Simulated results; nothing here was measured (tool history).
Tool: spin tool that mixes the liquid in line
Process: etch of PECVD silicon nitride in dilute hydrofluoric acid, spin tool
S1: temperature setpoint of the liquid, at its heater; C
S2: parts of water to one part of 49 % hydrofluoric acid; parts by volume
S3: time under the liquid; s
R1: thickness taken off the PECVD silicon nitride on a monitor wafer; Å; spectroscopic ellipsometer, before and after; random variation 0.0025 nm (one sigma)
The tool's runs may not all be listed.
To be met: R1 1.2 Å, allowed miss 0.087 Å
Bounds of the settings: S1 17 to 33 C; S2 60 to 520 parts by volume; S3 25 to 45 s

Run 1, day 0: S1 25 C, S2 290 parts by volume, S3 45 s. Result: R1 2.6572 Å.
Run 2, day 0.1: S1 24 C, S2 305 parts by volume, S3 45 s. Result: R1 2.4467 Å.
Run 3, day 0.212: S1 23.5 C, S2 325 parts by volume, S3 45 s. Result: R1 2.1837 Å.
Run 4, day 0.425: S1 23.5 C, S2 400 parts by volume, S3 45 s. Result: R1 1.836 Å.
Run 5, day 0.7: S1 23 C, S2 405 parts by volume, S3 45 s. Result: R1 1.7643 Å.
Run 6, day 0.854: S1 22.5 C, S2 410 parts by volume, S3 45 s. Result: R1 1.6391 Å.
Run 7, day 0.962: S1 22 C, S2 415 parts by volume, S3 45 s. Result: R1 1.6283 Å.
At day 1.108: thermometer replaced.
Run 8, day 1.108: S1 21.5 C, S2 420 parts by volume, S3 45 s. Result: R1 1.5822 Å.
Run 9, day 1.292: S1 21 C, S2 425 parts by volume, S3 45 s. Result: R1 1.5871 Å.
Run 10, day 1.462: S1 21 C, S2 435 parts by volume, S3 45 s. Result: R1 1.5583 Å.

Which of these 5 next moves meets every target?
Run A, day 1.633: S1 19 C, S2 325 parts by volume, S3 45 s. Result: R1 ?.
Run B, day 1.633: S1 24.5 C, S2 360 parts by volume, S3 45 s. Result: R1 ?.
Run C, day 1.633: S1 18 C, S2 255 parts by volume, S3 25 s. Result: R1 ?.
Run D, day 1.633: S1 22 C, S2 355 parts by volume, S3 45 s. Result: R1 ?.
Run E, day 1.633: S1 19.5 C, S2 250 parts by volume, S3 45 s. Result: R1 ?.

move      R1
   A  1.8088
   B  2.2971
   C  1.1885
   D  2.0027
   E  2.4047
A: further off than the last run
B: further off than the last run
C: meets every target
D: further off than the last run
E: further off than the last run
The right move is C.
